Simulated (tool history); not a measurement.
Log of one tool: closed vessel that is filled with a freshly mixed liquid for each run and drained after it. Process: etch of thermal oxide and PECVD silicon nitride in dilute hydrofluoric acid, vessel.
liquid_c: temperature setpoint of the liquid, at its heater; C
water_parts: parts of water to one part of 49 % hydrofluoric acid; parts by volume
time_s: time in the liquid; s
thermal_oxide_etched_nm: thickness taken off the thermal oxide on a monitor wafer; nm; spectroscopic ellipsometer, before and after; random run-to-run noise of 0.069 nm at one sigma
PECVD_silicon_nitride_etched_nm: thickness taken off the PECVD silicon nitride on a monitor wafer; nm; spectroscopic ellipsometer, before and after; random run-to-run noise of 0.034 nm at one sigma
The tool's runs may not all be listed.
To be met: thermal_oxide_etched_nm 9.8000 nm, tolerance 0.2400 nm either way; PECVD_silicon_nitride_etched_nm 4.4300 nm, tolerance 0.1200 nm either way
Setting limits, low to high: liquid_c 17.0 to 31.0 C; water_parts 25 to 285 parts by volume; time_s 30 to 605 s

| run | hour | liquid_c | water_parts | time_s | thermal_oxide_etched_nm | PECVD_silicon_nitride_etched_nm |
|---|---|---|---|---|---|---|
| 1 | 0.0 | 23.0 | 155 | 310 | 8.5090 | 3.0829 |
| 2 | 7.7 | 21.5 | 155 | 310 | 7.8859 | 2.8228 |
| 3 | 11.5 | 23.0 | 160 | 315 | 8.2204 | 3.0754 |
| 4 | 14.8 | 24.0 | 160 | 315 | 8.4984 | 3.2684 |
| 5 | 16.6 | 24.0 | 115 | 315 | 12.5240 | 4.4312 |
| 6 | 18.3 | 24.5 | 125 | 320 | 11.7390 | 4.3423 |
| 7 | 23.3 | 25.0 | 130 | 325 | 11.6750 | 4.3326 |
| 8 | 31.7 | 25.5 | 140 | 330 | 10.9020 | 4.2397 |
| 9 | 38.7 | 26.0 | 145 | 335 | 10.9560 | 4.3177 |
| 10 | 45.5 | 26.5 | 150 | 340 | 11.0420 | 4.3798 |
| 11 | 54.0 | 30.5 | 200 | 365 | 9.5248 | 4.5008 |
| 12 | 55.0 | 30.0 | 195 | 360 | 9.5256 | 4.3869 |

Which single option among these 4 for the next run brings every result within its allowed miss of target? Just one does.
| A | 56.0 | 31.0 | 220 | 390 | ? | ? |
| B | 56.0 | 31.0 | 215 | 385 | ? | ? |
| C | 56.0 | 28.5 | 215 | 440 | ? | ? |
| D | 56.0 | 31.0 | 185 | 310 | ? | ? |

| move | thermal_oxide_etched_nm | PECVD_silicon_nitride_etched_nm |
|---|---|---|
| A | 9.1079 | 4.4579 |
| B | 9.2569 | 4.5060 |
| C | 9.7105 | 4.4371 |
| D | 8.9943 | 4.2328 |
A: the biggest miss grows against the last run
B: the biggest miss grows against the last run
C: every result lands within tolerance
D: the biggest miss grows against the last run
C is the move that brings every result within its allowed miss.
